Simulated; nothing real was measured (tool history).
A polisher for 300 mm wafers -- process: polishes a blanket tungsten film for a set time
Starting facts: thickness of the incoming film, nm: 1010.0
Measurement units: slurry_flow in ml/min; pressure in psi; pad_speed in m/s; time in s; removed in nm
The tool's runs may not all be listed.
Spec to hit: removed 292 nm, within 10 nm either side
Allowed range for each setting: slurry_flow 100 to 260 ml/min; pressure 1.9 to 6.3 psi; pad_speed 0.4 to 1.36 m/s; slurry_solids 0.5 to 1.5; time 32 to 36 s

Run 1, hour 0: slurry_flow 165 ml/min, pressure 4.1 psi, pad_speed 0.88 m/s, slurry_solids 1, time 36 s. Result: removed 170.13 nm.
Run 2, hour 3.9: slurry_flow 165 ml/min, pressure 4.1 psi, pad_speed 0.88 m/s, slurry_solids 1, time 36 s. Result: removed 170.72 nm.
Run 3, hour 5.6: slurry_flow 165 ml/min, pressure 4.5 psi, pad_speed 0.88 m/s, slurry_solids 1, time 36 s. Result: removed 184.22 nm.
Run 4, hour 10: slurry_flow 170 ml/min, pressure 4.8 psi, pad_speed 0.88 m/s, slurry_solids 1, time 36 s. Result: removed 191.55 nm.
Run 5, hour 12.9: slurry_flow 170 ml/min, pressure 4.8 psi, pad_speed 0.88 m/s, slurry_solids 0.85, time 36 s. Result: removed 183.85 nm.
Run 6, hour 16.1: slurry_flow 170 ml/min, pressure 4.8 psi, pad_speed 1.06 m/s, slurry_solids 0.85, time 36 s. Result: removed 214.11 nm.
Run 7, hour 20.4: slurry_flow 170 ml/min, pressure 5 psi, pad_speed 1.06 m/s, slurry_solids 0.85, time 36 s. Result: removed 215.7 nm.
At hour 28: slurry blender recalibrated.
Run 8, hour 28: slurry_flow 170 ml/min, pressure 5.2 psi, pad_speed 1.08 m/s, slurry_solids 0.85, time 36 s. Result: removed 239.55 nm.
Run 9, hour 31.8: slurry_flow 170 ml/min, pressure 5.3 psi, pad_speed 1.08 m/s, slurry_solids 0.85, time 36 s. Result: removed 246.43 nm.
Run 10, hour 36.3: slurry_flow 170 ml/min, pressure 5.4 psi, pad_speed 1.08 m/s, slurry_solids 0.85, time 36 s. Result: removed 246.75 nm.

Next run, 5 choices. One meets every target within its allowed miss, the rest don't. Which?
Run A, hour 40.8: slurry_flow 185 ml/min, pressure 5 psi, pad_speed 0.98 m/s, slurry_solids 0.7, time 32 s. Result: removed ?.
Run B, hour 40.8: slurry_flow 180 ml/min, pressure 5.2 psi, pad_speed 1.02 m/s, slurry_solids 0.9, time 32 s. Result: removed ?.
Run C, hour 40.8: slurry_flow 190 ml/min, pressure 5.1 psi, pad_speed 1.14 m/s, slurry_solids 0.8, time 34 s. Result: removed ?.
Run D, hour 40.8: slurry_flow 165 ml/min, pressure 5.6 psi, pad_speed 1.02 m/s, slurry_solids 0.9, time 33 s. Result: removed ?.
Run E, hour 40.8: slurry_flow 155 ml/min, pressure 5.5 psi, pad_speed 1.28 m/s, slurry_solids 0.9, time 36 s. Result: removed ?.

move  removed
   A   185.41
   B   209.35
   C   233.58
   D   226.29
   E   288.13
A: moves away from the targets compared with the last run
B: moves away from the targets compared with the last run
C: moves away from the targets compared with the last run
D: moves away from the targets compared with the last run
E: hits every target within its allowed miss
Move E is the one to make.
